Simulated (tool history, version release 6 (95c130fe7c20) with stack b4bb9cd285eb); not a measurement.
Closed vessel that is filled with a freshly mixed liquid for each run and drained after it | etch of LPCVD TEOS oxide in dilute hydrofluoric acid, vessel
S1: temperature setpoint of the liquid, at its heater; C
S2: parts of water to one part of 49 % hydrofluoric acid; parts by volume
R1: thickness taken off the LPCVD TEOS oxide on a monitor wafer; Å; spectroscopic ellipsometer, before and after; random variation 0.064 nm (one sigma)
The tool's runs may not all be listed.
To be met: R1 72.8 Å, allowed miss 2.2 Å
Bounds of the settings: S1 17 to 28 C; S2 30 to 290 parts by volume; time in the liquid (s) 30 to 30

{"run": 1, "day": 0.0, "S1": 20, "S2": 160, "time in the liquid (s)": 30, "R1": 36.679}
{"run": 2, "day": 0.321, "S1": 22, "S2": 145, "time in the liquid (s)": 30, "R1": 43.501}
{"run": 3, "day": 0.696, "S1": 22, "S2": 195, "time in the liquid (s)": 30, "R1": 30.953}
{"run": 4, "day": 0.742, "S1": 23.5, "S2": 165, "time in the liquid (s)": 30, "R1": 39.364}
{"run": 5, "day": 0.967, "S1": 23.5, "S2": 165, "time in the liquid (s)": 30, "R1": 40.55}
{"run": 6, "day": 1.233, "S1": 23.5, "S2": 185, "time in the liquid (s)": 30, "R1": 34.926}
{"run": 7, "day": 1.325, "S1": 23.5, "S2": 185, "time in the liquid (s)": 30, "R1": 35.217}
{"run": 8, "day": 1.417, "S1": 24.5, "S2": 160, "time in the liquid (s)": 30, "R1": 42.915}
{"run": 9, "day": 1.588, "S1": 28, "S2": 95, "time in the liquid (s)": 30, "R1": 91.041}

4 next moves are on the table. One of them brings every result within its allowed miss. Which?
{"run": "A", "day": 1.758, "S1": 28, "S2": 115, "time in the liquid (s)": 30, "R1": "?"}
{"run": "B", "day": 1.758, "S1": 25.5, "S2": 100, "time in the liquid (s)": 30, "R1": "?"}
{"run": "C", "day": 1.758, "S1": 25, "S2": 95, "time in the liquid (s)": 30, "R1": "?"}
{"run": "D", "day": 1.758, "S1": 27, "S2": 105, "time in the liquid (s)": 30, "R1": "?"}

move=A R1=73.077
move=B R1=77.843
move=C R1=80.86
move=D R1=78.066
A: meets every target
B: nearer than the last run, and not there yet
C: nearer than the last run, and not there yet
D: nearer than the last run, and not there yet
The right move is A.

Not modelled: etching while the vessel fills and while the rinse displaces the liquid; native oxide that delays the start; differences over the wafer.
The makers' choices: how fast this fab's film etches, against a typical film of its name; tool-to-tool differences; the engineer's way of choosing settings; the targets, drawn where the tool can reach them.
